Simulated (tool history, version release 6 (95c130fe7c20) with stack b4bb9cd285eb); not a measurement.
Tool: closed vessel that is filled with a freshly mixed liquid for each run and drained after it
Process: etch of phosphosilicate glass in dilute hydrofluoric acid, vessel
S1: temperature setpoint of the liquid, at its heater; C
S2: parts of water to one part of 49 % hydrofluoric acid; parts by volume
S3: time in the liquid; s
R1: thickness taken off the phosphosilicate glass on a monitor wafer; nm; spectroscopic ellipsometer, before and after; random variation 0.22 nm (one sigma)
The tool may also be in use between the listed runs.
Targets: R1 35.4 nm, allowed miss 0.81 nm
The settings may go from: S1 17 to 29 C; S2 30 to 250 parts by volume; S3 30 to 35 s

run  hour    S1   S2  S3      R1
  1     0    21  140  35  13.586
  2   4.3    21  100  35  20.007
  3  10.9    23   95  35  22.622
  4  15.2  24.5   90  35  25.722
  5  23.9  25.5   85  35  28.329
  6  31.1  25.5   85  35  28.681
  7  37.4  26.5   85  35  29.929
  8  44.6    27   85  35  29.977
  9  47.4  27.5   85  35  30.792
 10  54.1    28   85  35  31.386
 11    55  28.5   80  35  34.491

4 next moves are on the table. One of them brings every result within its allowed miss. Which?
  A  55.9  28.5  75  35   ?
  B  55.9  25.5  60  30   ?
  C  55.9  26.5  75  35   ?
  D  55.9    29  75  35   ?

move      R1
   A  37.051
   B  35.994
   C  34.259
   D  37.776
A: takes the result that was furthest off past its target
B: meets every target
C: further off than the last run
D: takes the result that was furthest off past its target
The right move is B.
